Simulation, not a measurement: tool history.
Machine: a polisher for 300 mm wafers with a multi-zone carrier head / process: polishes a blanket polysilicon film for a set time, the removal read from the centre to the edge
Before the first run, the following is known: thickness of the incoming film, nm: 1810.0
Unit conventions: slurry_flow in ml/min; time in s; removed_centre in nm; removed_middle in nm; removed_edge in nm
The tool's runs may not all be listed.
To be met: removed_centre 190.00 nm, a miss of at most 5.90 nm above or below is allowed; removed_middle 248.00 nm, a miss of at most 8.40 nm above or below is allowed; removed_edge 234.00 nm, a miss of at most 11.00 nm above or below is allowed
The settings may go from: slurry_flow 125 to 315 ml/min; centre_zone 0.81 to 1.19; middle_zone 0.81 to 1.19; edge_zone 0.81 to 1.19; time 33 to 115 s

run,hour,slurry_flow,centre_zone,middle_zone,edge_zone,time,removed_centre,removed_middle,removed_edge
1,0.0,205,1.00,1.00,1.00,73,251.63,252.21,250.49
2,1.6,195,0.94,1.02,1.00,72,232.37,250.31,253.96
3,3.9,195,0.94,1.07,1.00,72,229.14,258.35,250.61
4,9.3,195,0.94,1.07,0.96,72,229.85,261.38,249.46
5,11.1,190,0.91,1.08,0.95,70,213.56,251.87,233.28
6,14.7,190,0.91,1.08,0.99,70,218.43,254.65,240.04
7,15.9,175,0.88,1.09,1.00,70,205.93,248.92,236.20
8,23.2,165,0.86,1.10,1.01,70,199.66,251.93,235.24

5 next moves are on the table. One of them brings every result within its allowed miss. Which?
A,30.5,180,0.95,1.13,0.94,67,?,?,?
B,30.5,140,0.88,1.15,1.07,67,?,?,?
C,30.5,160,0.91,1.19,1.03,68,?,?,?
D,30.5,160,0.83,1.18,1.06,70,?,?,?
E,30.5,190,0.88,1.08,1.06,69,?,?,?

move,removed_centre,removed_middle,removed_edge
A,213.04,245.81,225.42
B,189.83,240.73,233.46
C,203.57,255.45,235.77
D,190.97,261.38,246.06
E,204.58,246.46,246.82
A: further off than the last run
B: every result within its allowed miss
C: further off than the last run
D: brings the last run's worst result on target, with another outside its allowed miss
E: further off than the last run
The move that meets every target is B.

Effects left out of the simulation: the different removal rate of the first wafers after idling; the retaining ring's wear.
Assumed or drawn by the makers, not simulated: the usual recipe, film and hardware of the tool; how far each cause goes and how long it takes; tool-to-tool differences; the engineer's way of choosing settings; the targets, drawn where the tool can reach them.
